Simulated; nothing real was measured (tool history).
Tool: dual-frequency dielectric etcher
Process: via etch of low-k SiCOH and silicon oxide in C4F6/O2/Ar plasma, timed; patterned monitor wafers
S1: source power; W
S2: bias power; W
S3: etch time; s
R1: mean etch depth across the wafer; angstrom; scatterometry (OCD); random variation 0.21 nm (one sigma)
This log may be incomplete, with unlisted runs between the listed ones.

run  hour   S1   S2    S3      R1
  1   0.0  330  221  28.0  705.21
  2   8.7  330  221  28.0  704.38
  3  16.6  350  221  28.0  730.11
  4  17.5  350  240  28.0  756.35
  5  22.5  350  267  28.0  797.69
  6  23.7  320  253  28.0  739.41
  7  29.4  300  245  28.0  692.59

Expected results for the next run?
  8  36.6  280  243  28.0   ?

{"run 8": {"R1": 665.47}}

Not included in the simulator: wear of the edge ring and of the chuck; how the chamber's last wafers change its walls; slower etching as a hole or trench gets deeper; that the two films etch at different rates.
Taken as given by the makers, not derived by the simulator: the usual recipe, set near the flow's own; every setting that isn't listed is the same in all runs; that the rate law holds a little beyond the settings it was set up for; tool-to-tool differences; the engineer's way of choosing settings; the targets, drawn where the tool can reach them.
